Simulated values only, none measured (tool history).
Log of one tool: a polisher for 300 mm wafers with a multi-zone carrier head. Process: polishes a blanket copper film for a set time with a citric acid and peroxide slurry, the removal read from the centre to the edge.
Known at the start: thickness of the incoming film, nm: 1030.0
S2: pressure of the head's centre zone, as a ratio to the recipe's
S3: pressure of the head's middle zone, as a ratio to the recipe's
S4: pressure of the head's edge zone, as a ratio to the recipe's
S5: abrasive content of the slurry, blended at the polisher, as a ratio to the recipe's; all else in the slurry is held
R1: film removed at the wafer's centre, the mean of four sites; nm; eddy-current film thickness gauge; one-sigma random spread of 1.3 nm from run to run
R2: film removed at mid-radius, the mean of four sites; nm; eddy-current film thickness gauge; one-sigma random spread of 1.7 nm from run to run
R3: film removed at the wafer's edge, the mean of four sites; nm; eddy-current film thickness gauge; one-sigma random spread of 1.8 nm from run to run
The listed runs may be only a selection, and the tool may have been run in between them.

Run 1, hour 0.0: flow of slurry (ml/min) 245, S2 1.00, S3 1.00, S4 1.00, S5 1.00, polishing time (s) 51. Result: R1 145.48 nm, R2 136.62 nm, R3 143.93 nm.
Run 2, hour 8.5: flow of slurry (ml/min) 245, S2 1.03, S3 1.00, S4 1.00, S5 1.00, polishing time (s) 51. Result: R1 146.98 nm, R2 136.59 nm, R3 143.05 nm.
Run 3, hour 10.4: flow of slurry (ml/min) 245, S2 1.03, S3 1.00, S4 1.00, S5 1.00, polishing time (s) 46. Result: R1 134.58 nm, R2 122.01 nm, R3 128.98 nm.
Run 4, hour 16.0: flow of slurry (ml/min) 245, S2 1.03, S3 1.00, S4 1.00, S5 1.00, polishing time (s) 51. Result: R1 145.47 nm, R2 136.75 nm, R3 143.17 nm.
Run 5, hour 24.3: flow of slurry (ml/min) 205, S2 1.03, S3 1.00, S4 1.00, S5 1.00, polishing time (s) 51. Result: R1 141.01 nm, R2 133.14 nm, R3 136.22 nm.
Run 6, hour 28.2: flow of slurry (ml/min) 205, S2 1.07, S3 1.00, S4 1.00, S5 1.00, polishing time (s) 51. Result: R1 147.95 nm, R2 129.70 nm, R3 139.06 nm.
Run 7, hour 30.2: flow of slurry (ml/min) 245, S2 1.11, S3 1.04, S4 0.99, S5 1.05, polishing time (s) 51. Result: R1 159.35 nm, R2 144.54 nm, R3 144.37 nm.

Forecast run 8:
Run 8, hour 31.8: flow of slurry (ml/min) 275, S2 1.13, S3 1.03, S4 0.98, S5 1.10, polishing time (s) 51. Result: R1 ?, R2 ?, R3 ?.

Run 8 gave R1 168.82 nm, R2 144.21 nm, R3 144.27 nm.

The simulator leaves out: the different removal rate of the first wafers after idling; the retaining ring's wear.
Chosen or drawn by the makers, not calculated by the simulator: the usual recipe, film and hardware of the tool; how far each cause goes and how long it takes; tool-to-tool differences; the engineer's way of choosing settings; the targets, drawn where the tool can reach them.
